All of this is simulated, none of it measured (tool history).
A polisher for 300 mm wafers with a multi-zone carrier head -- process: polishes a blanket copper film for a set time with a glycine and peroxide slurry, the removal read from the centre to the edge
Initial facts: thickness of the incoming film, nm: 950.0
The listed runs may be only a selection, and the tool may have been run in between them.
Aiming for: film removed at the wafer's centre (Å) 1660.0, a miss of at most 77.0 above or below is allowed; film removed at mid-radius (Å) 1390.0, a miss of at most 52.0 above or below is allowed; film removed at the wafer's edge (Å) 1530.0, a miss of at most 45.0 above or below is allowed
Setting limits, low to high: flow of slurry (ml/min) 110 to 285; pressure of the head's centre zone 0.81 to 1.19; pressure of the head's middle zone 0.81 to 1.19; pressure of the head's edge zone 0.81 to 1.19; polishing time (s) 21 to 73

run,hour,flow of slurry (ml/min),pressure of the head's centre zone,pressure of the head's middle zone,pressure of the head's edge zone,polishing time (s),film removed at the wafer's centre (Å),film removed at mid-radius (Å),film removed at the wafer's edge (Å)
1,0.0,180,1.00,1.00,1.00,47,2187.6,2097.4,2114.3
2,5.0,180,1.00,1.00,1.00,41,1915.3,1841.9,1847.6
3,12.0,180,1.00,1.06,1.00,41,1870.0,1895.3,1846.9
4,13.9,175,1.00,1.03,1.00,40,1793.2,1839.9,1794.5
5,19.9,175,1.01,1.00,1.00,39,1827.5,1706.1,1750.4
6,25.9,175,1.01,1.00,1.00,45,2063.6,1998.4,2030.9
7,29.2,170,1.01,0.98,0.99,43,1967.4,1874.6,1898.1
8,37.0,165,1.01,0.96,0.99,42,1880.6,1753.5,1865.3
9,42.6,165,1.02,0.95,0.97,41,1858.8,1736.7,1790.1
10,46.5,160,1.03,0.93,0.96,40,1860.7,1627.9,1750.4
11,49.0,155,1.03,0.92,0.95,40,1856.6,1607.5,1749.6
12,55.7,145,1.02,0.87,0.86,34,1572.5,1302.9,1395.4
13,63.3,150,1.02,0.87,0.87,34,1581.1,1328.4,1409.7
14,68.6,155,1.02,0.87,0.88,34,1556.1,1348.7,1407.6
15,75.0,155,1.03,0.87,0.89,34,1548.2,1319.5,1434.9
16,77.3,155,1.04,0.88,0.90,34,1575.2,1324.4,1413.5
17,80.9,155,1.04,0.88,0.91,34,1570.6,1334.0,1449.5
18,85.9,155,1.05,0.88,0.92,34,1588.1,1328.3,1477.3
19,91.1,165,1.07,0.90,0.93,34,1696.9,1349.6,1448.9

Of the 5 settings listed for the next run, only one would bring every result within its allowed miss of target. Which one?
A,96.3,125,1.13,0.81,0.96,37,?,?,?
B,96.3,155,1.19,0.89,0.93,32,?,?,?
C,96.3,180,1.02,0.85,0.90,36,?,?,?
D,96.3,180,1.09,0.89,0.87,33,?,?,?
E,96.3,190,1.06,0.97,0.86,31,?,?,?

move,film removed at the wafer's centre (Å),film removed at mid-radius (Å),film removed at the wafer's edge (Å)
A,1844.5,1300.6,1601.3
B,1747.1,1256.7,1396.3
C,1722.8,1391.4,1571.9
D,1688.9,1324.3,1418.1
E,1555.9,1346.4,1330.7
A: takes the biggest miss from the last run beyond its target
B: the biggest miss grows against the last run
C: all results in spec
D: the biggest miss grows against the last run
E: the biggest miss grows against the last run
C meets every target.

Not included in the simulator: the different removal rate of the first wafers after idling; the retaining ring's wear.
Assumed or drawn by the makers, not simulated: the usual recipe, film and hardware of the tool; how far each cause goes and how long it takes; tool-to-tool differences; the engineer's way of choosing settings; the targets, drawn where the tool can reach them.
